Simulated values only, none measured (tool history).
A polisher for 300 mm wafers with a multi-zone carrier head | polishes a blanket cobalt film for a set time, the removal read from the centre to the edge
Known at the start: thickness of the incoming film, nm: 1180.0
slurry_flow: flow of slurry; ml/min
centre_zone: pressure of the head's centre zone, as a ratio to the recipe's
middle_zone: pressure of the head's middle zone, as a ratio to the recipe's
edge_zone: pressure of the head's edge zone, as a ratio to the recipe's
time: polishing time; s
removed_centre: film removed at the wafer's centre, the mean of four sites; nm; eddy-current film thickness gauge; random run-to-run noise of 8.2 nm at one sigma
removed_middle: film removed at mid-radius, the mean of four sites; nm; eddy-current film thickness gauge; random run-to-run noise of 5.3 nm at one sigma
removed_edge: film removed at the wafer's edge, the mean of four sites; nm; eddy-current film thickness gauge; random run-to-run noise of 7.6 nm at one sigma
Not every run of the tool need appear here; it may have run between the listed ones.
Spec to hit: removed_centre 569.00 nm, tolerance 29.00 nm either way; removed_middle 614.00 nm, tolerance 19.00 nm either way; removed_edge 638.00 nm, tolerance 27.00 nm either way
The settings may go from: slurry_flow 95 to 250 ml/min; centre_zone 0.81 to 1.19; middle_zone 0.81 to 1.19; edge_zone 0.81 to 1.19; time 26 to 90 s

| run | hour | slurry_flow | centre_zone | middle_zone | edge_zone | time | removed_centre | removed_middle | removed_edge |
|---|---|---|---|---|---|---|---|---|---|
| 1 | 0.0 | 160 | 1.00 | 1.00 | 1.00 | 58 | 447.00 | 442.50 | 446.27 |
| 2 | 5.2 | 125 | 1.00 | 1.00 | 1.00 | 58 | 425.56 | 413.86 | 434.03 |
| 3 | 9.3 | 125 | 0.95 | 1.00 | 1.00 | 58 | 399.38 | 417.88 | 427.78 |
| 4 | 10.9 | 100 | 0.95 | 1.00 | 1.00 | 58 | 372.16 | 392.87 | 407.94 |
| 5 | 18.6 | 100 | 0.95 | 0.93 | 1.00 | 58 | 368.05 | 377.38 | 403.95 |
| 6 | 23.8 | 100 | 0.92 | 0.93 | 1.00 | 58 | 350.94 | 374.24 | 407.37 |
|  | 25.3 | edge zone pressure recalibrated |
| 7 | 25.3 | 130 | 0.93 | 0.98 | 1.05 | 61 | 410.12 | 436.14 | 484.76 |
| 8 | 31.3 | 160 | 0.94 | 1.03 | 1.07 | 62 | 444.50 | 486.40 | 519.72 |
| 9 | 33.6 | 180 | 0.96 | 1.06 | 1.09 | 63 | 480.29 | 504.94 | 538.70 |
| 10 | 40.4 | 195 | 0.96 | 1.09 | 1.11 | 64 | 504.07 | 520.18 | 555.95 |

Below are 4 possible settings for the next run. Only one of them brings all results inside the allowed miss of their targets. Which is it?
| A | 47.2 | 225 | 1.13 | 1.10 | 1.13 | 68 | ? | ? | ? |
| B | 47.2 | 215 | 0.95 | 1.11 | 1.12 | 72 | ? | ? | ? |
| C | 47.2 | 220 | 0.99 | 1.07 | 1.19 | 70 | ? | ? | ? |
| D | 47.2 | 180 | 1.13 | 1.08 | 0.99 | 71 | ? | ? | ? |

| move | removed_centre | removed_middle | removed_edge |
|---|---|---|---|
| A | 636.13 | 580.78 | 596.02 |
| B | 561.66 | 614.96 | 625.73 |
| C | 571.15 | 586.98 | 626.20 |
| D | 639.56 | 580.15 | 574.94 |
A: nearer the targets than the last run, but a result is still out of spec
B: in spec on every target
C: nearer the targets than the last run, but a result is still out of spec
D: nearer the targets than the last run, but a result is still out of spec
The right move is B.

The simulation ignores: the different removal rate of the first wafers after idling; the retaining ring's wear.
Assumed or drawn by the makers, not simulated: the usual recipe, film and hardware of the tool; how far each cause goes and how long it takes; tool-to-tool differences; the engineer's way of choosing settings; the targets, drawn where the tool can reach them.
